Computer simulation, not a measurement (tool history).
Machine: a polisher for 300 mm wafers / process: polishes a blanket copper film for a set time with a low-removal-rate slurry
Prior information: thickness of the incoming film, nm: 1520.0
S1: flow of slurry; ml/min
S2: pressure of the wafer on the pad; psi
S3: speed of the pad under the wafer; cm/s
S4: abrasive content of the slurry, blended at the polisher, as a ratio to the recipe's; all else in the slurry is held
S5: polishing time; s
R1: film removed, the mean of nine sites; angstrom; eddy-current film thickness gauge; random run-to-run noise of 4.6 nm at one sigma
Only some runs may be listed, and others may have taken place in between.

Run 1, hour 0: S1 255 ml/min, S2 2.7 psi, S3 134 cm/s, S4 1, S5 66 s. Result: R1 2428.8 angstrom.
Run 2, hour 2.2: S1 255 ml/min, S2 2.7 psi, S3 106 cm/s, S4 1, S5 66 s. Result: R1 1927.8 angstrom.
Run 3, hour 3.5: S1 255 ml/min, S2 2.7 psi, S3 80 cm/s, S4 1, S5 66 s. Result: R1 1488.8 angstrom.
Run 4, hour 11.4: S1 255 ml/min, S2 2.9 psi, S3 84 cm/s, S4 1, S5 66 s. Result: R1 1659.3 angstrom.
Run 5, hour 19.1: S1 255 ml/min, S2 2.4 psi, S3 84 cm/s, S4 1, S5 66 s. Result: R1 1358.2 angstrom.
Run 6, hour 24.6: S1 255 ml/min, S2 3 psi, S3 84 cm/s, S4 1, S5 66 s. Result: R1 1726.9 angstrom.
Run 7, hour 27.1: S1 255 ml/min, S2 3.2 psi, S3 88 cm/s, S4 1, S5 66 s. Result: R1 1867.7 angstrom.
Run 8, hour 32.1: S1 255 ml/min, S2 3.3 psi, S3 92 cm/s, S4 1, S5 66 s. Result: R1 2053.6 angstrom.
Run 9, hour 36.6: S1 255 ml/min, S2 4 psi, S3 112 cm/s, S4 1, S5 66 s. Result: R1 2986.5 angstrom.

Run 10, settings as shown, results not yet in. Your forecast:
Run 10, hour 41.9: S1 255 ml/min, S2 4 psi, S3 112 cm/s, S4 1, S5 66 s. Result: R1 ?.

Run 10 gave R1 2946.9 angstrom.

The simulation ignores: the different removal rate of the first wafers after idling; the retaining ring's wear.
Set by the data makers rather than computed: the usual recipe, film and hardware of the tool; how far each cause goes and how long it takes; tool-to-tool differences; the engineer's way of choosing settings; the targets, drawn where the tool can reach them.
